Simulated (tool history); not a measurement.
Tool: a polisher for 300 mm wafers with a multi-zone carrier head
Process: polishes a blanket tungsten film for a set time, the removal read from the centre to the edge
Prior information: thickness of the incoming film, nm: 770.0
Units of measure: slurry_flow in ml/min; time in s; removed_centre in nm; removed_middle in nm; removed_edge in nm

{"run": 1, "hour": 0.0, "slurry_flow": 145, "centre_zone": 1.0, "middle_zone": 1.0, "edge_zone": 1.0, "slurry_solids": 1.0, "time": 55, "removed_centre": 231.27, "removed_middle": 232.23, "removed_edge": 229.75}
{"run": 2, "hour": 1.6, "slurry_flow": 145, "centre_zone": 1.0, "middle_zone": 1.0, "edge_zone": 1.0, "slurry_solids": 1.0, "time": 47, "removed_centre": 198.68, "removed_middle": 201.24, "removed_edge": 195.95}
{"run": 3, "hour": 8.9, "slurry_flow": 135, "centre_zone": 0.96, "middle_zone": 0.95, "edge_zone": 1.02, "slurry_solids": 0.95, "time": 47, "removed_centre": 181.35, "removed_middle": 185.79, "removed_edge": 194.04}
{"run": 4, "hour": 11.6, "slurry_flow": 125, "centre_zone": 0.94, "middle_zone": 0.92, "edge_zone": 1.03, "slurry_solids": 0.95, "time": 47, "removed_centre": 177.06, "removed_middle": 179.15, "removed_edge": 200.03}
{"run": 5, "hour": 14.5, "slurry_flow": 120, "centre_zone": 0.92, "middle_zone": 0.9, "edge_zone": 1.02, "slurry_solids": 0.9, "time": 47, "removed_centre": 167.39, "removed_middle": 170.89, "removed_edge": 189.3}
{"run": 6, "hour": 21.6, "slurry_flow": 120, "centre_zone": 0.85, "middle_zone": 0.9, "edge_zone": 1.02, "slurry_solids": 0.9, "time": 47, "removed_centre": 155.18, "removed_middle": 169.04, "removed_edge": 187.33}
{"run": 7, "hour": 25.3, "slurry_flow": 115, "centre_zone": 0.85, "middle_zone": 0.88, "edge_zone": 1.02, "slurry_solids": 0.9, "time": 47, "removed_centre": 152.36, "removed_middle": 166.47, "removed_edge": 187.85}
{"run": 8, "hour": 32.9, "slurry_flow": 115, "centre_zone": 0.85, "middle_zone": 0.88, "edge_zone": 1.02, "slurry_solids": 0.9, "time": 47, "removed_centre": 156.31, "removed_middle": 166.09, "removed_edge": 188.26}
{"run": 9, "hour": 38.1, "slurry_flow": 110, "centre_zone": 0.85, "middle_zone": 0.87, "edge_zone": 1.02, "slurry_solids": 0.9, "time": 47, "removed_centre": 154.03, "removed_middle": 163.01, "removed_edge": 190.46}

The next listed run, before its measurement:
{"run": 10, "hour": 44.4, "slurry_flow": 105, "centre_zone": 0.85, "middle_zone": 0.86, "edge_zone": 1.02, "slurry_solids": 0.9, "time": 47, "removed_centre": "?", "removed_middle": "?", "removed_edge": "?"}

{"run 10": {"removed_centre": 151.87, "removed_middle": 161.89, "removed_edge": 185.89}}

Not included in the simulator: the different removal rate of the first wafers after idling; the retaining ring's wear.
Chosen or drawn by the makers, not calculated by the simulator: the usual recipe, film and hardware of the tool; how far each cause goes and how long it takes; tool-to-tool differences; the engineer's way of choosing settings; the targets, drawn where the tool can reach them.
